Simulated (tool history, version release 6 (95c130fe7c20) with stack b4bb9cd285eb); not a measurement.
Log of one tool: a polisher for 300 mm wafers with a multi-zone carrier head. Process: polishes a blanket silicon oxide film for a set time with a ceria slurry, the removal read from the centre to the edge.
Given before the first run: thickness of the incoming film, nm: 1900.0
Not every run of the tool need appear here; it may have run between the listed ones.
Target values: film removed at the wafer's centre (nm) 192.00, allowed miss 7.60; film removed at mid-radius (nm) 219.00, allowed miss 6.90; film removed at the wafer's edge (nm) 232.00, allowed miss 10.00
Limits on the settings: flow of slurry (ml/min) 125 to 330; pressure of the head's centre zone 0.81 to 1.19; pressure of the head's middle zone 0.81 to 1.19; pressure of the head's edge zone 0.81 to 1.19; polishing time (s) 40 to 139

run	hour	flow of slurry (ml/min)	pressure of the head's centre zone	pressure of the head's middle zone	pressure of the head's edge zone	polishing time (s)	film removed at the wafer's centre (nm)	film removed at mid-radius (nm)	film removed at the wafer's edge (nm)
1	0.0	210	1.00	1.00	1.00	89	372.20	383.85	396.83
2	6.6	205	0.98	0.99	0.98	83	338.18	357.72	354.88
3	10.7	255	0.98	0.99	0.98	83	355.31	367.89	373.73
4	19.6	245	0.96	0.97	0.98	78	324.06	331.15	339.43
5	27.6	230	0.94	0.96	0.99	75	304.60	317.47	331.78
6	28.2	230	0.94	0.96	1.06	75	307.03	316.05	341.42
7	33.0	220	0.92	0.95	1.05	72	282.18	303.88	323.01
8	34.0	215	0.91	0.93	1.04	69	267.89	282.76	306.93
9	42.4	205	0.90	0.92	1.02	67	260.03	268.70	301.85
10	49.4	205	0.89	0.93	1.01	64	237.65	258.41	285.79
11	53.9	205	0.89	0.93	0.99	62	225.28	252.70	272.96
12	55.9	205	0.89	0.92	0.97	61	228.88	248.24	263.58
13	56.9	200	0.88	0.91	0.96	61	223.96	240.43	264.12
14	63.9	195	0.87	0.91	0.94	61	220.55	241.04	262.99
15	64.9	195	0.87	0.91	0.93	60	218.98	238.10	257.09
16	71.6	160	0.81	0.89	0.85	55	180.08	206.94	220.88

Pick the move, out of 4, that brings all results within their allowed miss; only one does.
A	78.3	170	0.88	1.06	0.81	51	?	?	?
B	78.3	175	0.86	0.81	0.87	62	?	?	?
C	78.3	185	0.84	0.92	0.90	56	?	?	?
D	78.3	215	0.95	0.85	0.91	54	?	?	?

move	film removed at the wafer's centre (nm)	film removed at mid-radius (nm)	film removed at the wafer's edge (nm)
A	182.75	220.66	200.54
B	218.03	215.56	251.46
C	194.63	218.42	231.12
D	218.15	201.97	227.96
A: brings the last run's worst result on target, with another outside its allowed miss
B: brings the last run's worst result on target, with another outside its allowed miss
C: all results land within tolerance of their targets
D: lands further from the targets than the last run did
C is the move that brings every result within its allowed miss.

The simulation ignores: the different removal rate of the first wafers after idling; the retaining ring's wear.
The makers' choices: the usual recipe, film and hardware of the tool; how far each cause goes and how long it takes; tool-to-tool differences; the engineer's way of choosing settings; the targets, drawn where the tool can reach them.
